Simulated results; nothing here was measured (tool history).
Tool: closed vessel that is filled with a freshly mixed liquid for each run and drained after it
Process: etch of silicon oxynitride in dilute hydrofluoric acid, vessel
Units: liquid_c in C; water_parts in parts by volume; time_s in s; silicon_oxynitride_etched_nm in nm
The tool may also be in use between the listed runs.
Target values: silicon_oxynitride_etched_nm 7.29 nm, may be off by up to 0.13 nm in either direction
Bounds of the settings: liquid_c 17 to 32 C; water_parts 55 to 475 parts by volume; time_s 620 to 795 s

| run | day | liquid_c | water_parts | time_s | silicon_oxynitride_etched_nm |
|---|---|---|---|---|---|
| 1 | 0 | 24 | 265 | 795 | 5.1885 |
| 2 | 0.146 | 25.5 | 265 | 795 | 5.4752 |
| 3 | 0.438 | 26.5 | 265 | 795 | 5.7569 |
| 4 | 0.712 | 27.5 | 265 | 795 | 6.0025 |
| 5 | 0.925 | 30.5 | 265 | 795 | 6.8371 |
| 6 | 1.004 | 30.5 | 345 | 795 | 4.8382 |
| 7 | 1.283 | 31 | 330 | 795 | 5.2656 |
| 8 | 1.308 | 31 | 315 | 795 | 5.5711 |
| 9 | 1.612 | 31 | 305 | 795 | 5.8191 |
| 10 | 1.958 | 31 | 295 | 795 | 6.0593 |
| 11 | 2.071 | 31 | 290 | 795 | 6.1761 |
| 12 | 2.425 | 32 | 255 | 795 | 7.4897 |

4 candidate next runs follow, results not yet known. Just one meets every target within its allowed miss. Identify it.
| A | 2.779 | 29 | 240 | 780 | ? |
| B | 2.779 | 32 | 255 | 770 | ? |
| C | 2.779 | 32 | 230 | 725 | ? |
| D | 2.779 | 31 | 195 | 620 | ? |

| move | silicon_oxynitride_etched_nm |
|---|---|
| A | 7.0904 |
| B | 7.3427 |
| C | 7.8407 |
| D | 7.8416 |
A: moves the result that the last run missed by most past its target, out the other side
B: in spec on every target
C: misses by more than the last run did
D: misses by more than the last run did
Go with B: it meets all targets.
